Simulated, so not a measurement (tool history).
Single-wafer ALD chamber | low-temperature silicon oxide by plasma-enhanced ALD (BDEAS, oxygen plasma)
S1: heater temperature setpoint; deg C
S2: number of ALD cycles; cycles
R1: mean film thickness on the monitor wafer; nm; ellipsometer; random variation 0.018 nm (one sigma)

run	hour	S1	S2	R1
1	0.0	100	62	7.7511
2	7.9	101	61	7.6167
3	14.0	101	68	8.5006
4	21.7	108	68	8.3188
5	24.2	98	68	8.5740
6	26.9	100	67	8.3991
7	34.7	101	66	8.2383
8	39.8	102	65	8.1028
9	46.4	103	64	7.9638

Run 10 comes next. What will it give?
10	50.1	104	63	?

Run 10 gave R1 7.8330 nm.

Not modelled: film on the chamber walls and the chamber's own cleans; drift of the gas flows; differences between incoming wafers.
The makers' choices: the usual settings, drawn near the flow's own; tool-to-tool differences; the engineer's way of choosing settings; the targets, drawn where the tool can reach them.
